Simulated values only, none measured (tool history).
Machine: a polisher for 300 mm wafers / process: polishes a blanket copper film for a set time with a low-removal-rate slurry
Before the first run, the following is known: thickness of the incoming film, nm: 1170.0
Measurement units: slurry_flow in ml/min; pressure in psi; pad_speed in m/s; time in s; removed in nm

run 1 day=0.000 | slurry_flow=265 pressure=1.7 pad_speed=1.22 slurry_solids=1.0 time=17 | removed=28.493
run 2 day=0.250 | slurry_flow=265 pressure=1.5 pad_speed=1.22 slurry_solids=1.0 time=17 | removed=25.291
run 3 day=0.454 | slurry_flow=265 pressure=1.7 pad_speed=1.22 slurry_solids=1.0 time=17 | removed=28.211
run 4 day=0.758 | slurry_flow=265 pressure=1.7 pad_speed=1.22 slurry_solids=1.0 time=17 | removed=28.597
run 5 day=1.100 | slurry_flow=265 pressure=1.3 pad_speed=1.22 slurry_solids=1.0 time=17 | removed=22.008
-- day=1.308 head pressure recalibrated
run 6 day=1.308 | slurry_flow=265 pressure=1.3 pad_speed=1.22 slurry_solids=1.0 time=17 | removed=23.960
run 7 day=1.392 | slurry_flow=270 pressure=1.8 pad_speed=1.24 slurry_solids=1.0 time=17 | removed=33.724
run 8 day=1.462 | slurry_flow=285 pressure=1.8 pad_speed=1.24 slurry_solids=1.0 time=17 | removed=33.672
run 9 day=1.721 | slurry_flow=300 pressure=1.8 pad_speed=1.24 slurry_solids=1.0 time=17 | removed=34.223
run 10 day=1.817 | slurry_flow=315 pressure=1.8 pad_speed=1.24 slurry_solids=1.0 time=17 | removed=34.074

Run 11, settings as shown, results not yet in. Your forecast:
run 11 day=2.004 | slurry_flow=335 pressure=1.8 pad_speed=1.24 slurry_solids=1.0 time=17 | removed=?

removed: 34.011 nm
